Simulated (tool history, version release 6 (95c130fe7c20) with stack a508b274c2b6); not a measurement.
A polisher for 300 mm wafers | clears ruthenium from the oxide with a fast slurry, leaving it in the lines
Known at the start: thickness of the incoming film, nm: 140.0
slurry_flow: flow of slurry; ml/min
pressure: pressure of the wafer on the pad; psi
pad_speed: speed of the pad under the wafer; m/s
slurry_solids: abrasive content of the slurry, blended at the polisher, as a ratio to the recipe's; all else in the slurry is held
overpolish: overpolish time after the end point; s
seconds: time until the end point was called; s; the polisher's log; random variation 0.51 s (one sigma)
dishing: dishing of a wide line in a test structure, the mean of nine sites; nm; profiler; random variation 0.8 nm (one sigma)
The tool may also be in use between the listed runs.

run 1 hour=0 | slurry_flow=190 pressure=1.8 pad_speed=1.1 slurry_solids=1 overpolish=12 | seconds=50.179 dishing=26.794
run 2 hour=5.7 | slurry_flow=190 pressure=1.8 pad_speed=1.1 slurry_solids=0.8 overpolish=12 | seconds=54.666 dishing=24.728
run 3 hour=7.7 | slurry_flow=210 pressure=1.8 pad_speed=1.1 slurry_solids=0.8 overpolish=12 | seconds=52.097 dishing=25
run 4 hour=8.6 | slurry_flow=190 pressure=2.1 pad_speed=1.12 slurry_solids=0.8 overpolish=14 | seconds=46.684 dishing=32.791
run 5 hour=16.9 | slurry_flow=190 pressure=2.3 pad_speed=1.12 slurry_solids=0.8 overpolish=14 | seconds=42.385 dishing=34.846
run 6 hour=22.1 | slurry_flow=180 pressure=2.4 pad_speed=1.16 slurry_solids=0.8 overpolish=15 | seconds=40.748 dishing=39.917

Forecast run 7:
run 7 hour=28.1 | slurry_flow=180 pressure=2.4 pad_speed=1.16 slurry_solids=0.8 overpolish=15 | seconds=? dishing=?

Run 7 gave seconds 40.361 s, dishing 38.78 nm.

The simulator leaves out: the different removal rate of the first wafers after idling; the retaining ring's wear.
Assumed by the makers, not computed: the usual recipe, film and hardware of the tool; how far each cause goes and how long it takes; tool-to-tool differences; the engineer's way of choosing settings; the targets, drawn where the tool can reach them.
